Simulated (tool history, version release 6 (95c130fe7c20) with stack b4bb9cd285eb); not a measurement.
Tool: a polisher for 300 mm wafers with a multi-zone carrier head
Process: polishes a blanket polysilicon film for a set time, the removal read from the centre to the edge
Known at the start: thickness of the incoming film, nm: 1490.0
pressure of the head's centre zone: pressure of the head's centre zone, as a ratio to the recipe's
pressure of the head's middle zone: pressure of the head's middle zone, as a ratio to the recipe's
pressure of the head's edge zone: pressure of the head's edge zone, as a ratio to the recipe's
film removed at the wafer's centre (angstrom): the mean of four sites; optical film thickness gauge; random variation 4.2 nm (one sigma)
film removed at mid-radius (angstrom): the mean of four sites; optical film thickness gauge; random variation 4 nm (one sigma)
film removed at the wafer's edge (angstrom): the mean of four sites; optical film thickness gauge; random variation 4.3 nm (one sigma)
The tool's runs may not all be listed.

| run | hour | flow of slurry (ml/min) | pressure of the head's centre zone | pressure of the head's middle zone | pressure of the head's edge zone | polishing time (s) | film removed at the wafer's centre (angstrom) | film removed at mid-radius (angstrom) | film removed at the wafer's edge (angstrom) |
|---|---|---|---|---|---|---|---|---|---|
| 1 | 0.0 | 195 | 1.00 | 1.00 | 1.00 | 66 | 4614.1 | 4488.4 | 4533.6 |
| 2 | 0.8 | 195 | 1.00 | 1.00 | 1.07 | 66 | 4577.1 | 4580.5 | 4652.9 |
| 3 | 6.1 | 195 | 1.01 | 1.00 | 1.05 | 62 | 4397.0 | 4341.8 | 4330.5 |
| 4 | 14.5 | 195 | 1.01 | 1.00 | 1.04 | 59 | 4097.6 | 4235.9 | 4231.9 |
| 5 | 23.1 | 195 | 1.03 | 0.99 | 1.01 | 56 | 3997.1 | 3881.2 | 3888.8 |
| 6 | 28.6 | 195 | 1.04 | 0.99 | 1.00 | 54 | 3934.6 | 3715.6 | 3737.2 |

Forecast run 7:
| 7 | 36.9 | 195 | 1.04 | 0.99 | 0.99 | 52 | ? | ? | ? |

{"run 7": {"film removed at the wafer's centre (angstrom)": 3661.9, "film removed at mid-radius (angstrom)": 3734.1, "film removed at the wafer's edge (angstrom)": 3608.3}}
